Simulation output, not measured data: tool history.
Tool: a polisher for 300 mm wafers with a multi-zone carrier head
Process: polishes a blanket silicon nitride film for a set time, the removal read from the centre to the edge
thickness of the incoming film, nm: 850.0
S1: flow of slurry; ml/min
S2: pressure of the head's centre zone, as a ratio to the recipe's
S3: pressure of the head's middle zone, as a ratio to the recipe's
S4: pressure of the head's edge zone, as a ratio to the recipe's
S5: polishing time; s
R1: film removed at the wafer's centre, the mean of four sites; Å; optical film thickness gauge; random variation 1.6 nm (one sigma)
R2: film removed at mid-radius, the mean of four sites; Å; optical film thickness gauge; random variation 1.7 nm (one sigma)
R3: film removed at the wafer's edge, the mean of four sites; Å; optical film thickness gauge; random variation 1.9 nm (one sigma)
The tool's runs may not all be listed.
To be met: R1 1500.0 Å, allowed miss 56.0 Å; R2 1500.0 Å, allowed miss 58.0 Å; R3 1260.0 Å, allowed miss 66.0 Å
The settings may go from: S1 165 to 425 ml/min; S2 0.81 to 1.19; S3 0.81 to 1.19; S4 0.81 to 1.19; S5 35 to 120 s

run	hour	S1	S2	S3	S4	S5	R1	R2	R3
1	0.0	275	1.00	1.00	1.00	77	1097.9	1203.3	1227.6
2	8.0	275	1.00	1.00	1.00	86	1233.8	1366.6	1384.2
3	9.1	275	1.00	1.00	1.00	104	1523.2	1622.0	1666.2
4	10.0	280	1.05	1.03	0.95	99	1526.4	1593.6	1489.7
5	12.3	280	1.06	1.03	0.91	98	1491.1	1595.7	1501.0
6	13.1	280	1.06	1.08	0.91	98	1492.1	1674.0	1483.9
# hour 17.9: centre zone pressure recalibrated
7	17.9	280	1.10	1.08	0.90	95	1650.3	1600.5	1429.5
8	19.5	280	1.10	1.09	0.88	92	1629.5	1597.3	1350.8
9	21.9	280	1.09	1.08	0.87	91	1587.1	1538.6	1369.6
10	26.4	280	1.09	1.10	0.87	89	1555.0	1522.7	1332.6

4 next moves are on the table. One of them brings every result within its allowed miss. Which?
A	30.9	330	1.02	1.03	0.97	92	?	?	?
B	30.9	190	1.08	1.13	0.82	90	?	?	?
C	30.9	375	1.09	1.15	0.88	92	?	?	?
D	30.9	260	1.08	1.10	0.84	99	?	?	?

move	R1	R2	R3
A	1522.7	1533.3	1468.5
B	1490.7	1541.6	1278.1
C	1646.6	1700.4	1411.6
D	1698.2	1710.0	1455.3
A: further off than the last run
B: meets every target
C: further off than the last run
D: further off than the last run
Answer: B
